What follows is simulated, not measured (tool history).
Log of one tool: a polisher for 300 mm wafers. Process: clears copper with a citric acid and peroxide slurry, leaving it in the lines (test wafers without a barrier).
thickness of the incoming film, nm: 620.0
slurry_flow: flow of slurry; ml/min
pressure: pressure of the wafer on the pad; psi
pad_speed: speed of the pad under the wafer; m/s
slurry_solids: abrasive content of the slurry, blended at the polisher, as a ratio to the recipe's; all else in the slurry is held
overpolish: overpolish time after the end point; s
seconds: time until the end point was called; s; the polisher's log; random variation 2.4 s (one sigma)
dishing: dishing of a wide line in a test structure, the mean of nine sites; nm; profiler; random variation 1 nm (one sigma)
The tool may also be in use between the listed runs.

run 1 hour=0.0 | slurry_flow=240 pressure=3.8 pad_speed=1.38 slurry_solids=1.0 overpolish=15 | seconds=132.63 dishing=45.028
run 2 hour=6.2 | slurry_flow=240 pressure=3.6 pad_speed=1.38 slurry_solids=1.0 overpolish=16 | seconds=141.43 dishing=44.936
run 3 hour=8.3 | slurry_flow=190 pressure=3.6 pad_speed=1.38 slurry_solids=1.0 overpolish=16 | seconds=146.40 dishing=44.474
run 4 hour=11.7 | slurry_flow=190 pressure=3.4 pad_speed=1.38 slurry_solids=1.0 overpolish=17 | seconds=151.92 dishing=43.281
run 5 hour=18.8 | slurry_flow=190 pressure=2.8 pad_speed=1.38 slurry_solids=1.0 overpolish=17 | seconds=183.59 dishing=36.671
run 6 hour=23.7 | slurry_flow=190 pressure=2.8 pad_speed=1.38 slurry_solids=1.0 overpolish=18 | seconds=184.21 dishing=39.814
run 7 hour=31.0 | slurry_flow=190 pressure=2.8 pad_speed=1.38 slurry_solids=1.0 overpolish=19 | seconds=179.72 dishing=41.628

Forecast run 8:
run 8 hour=39.7 | slurry_flow=190 pressure=2.3 pad_speed=1.36 slurry_solids=1.0 overpolish=24 | seconds=? dishing=?

seconds: 222.14 s
dishing: 43.087 nm
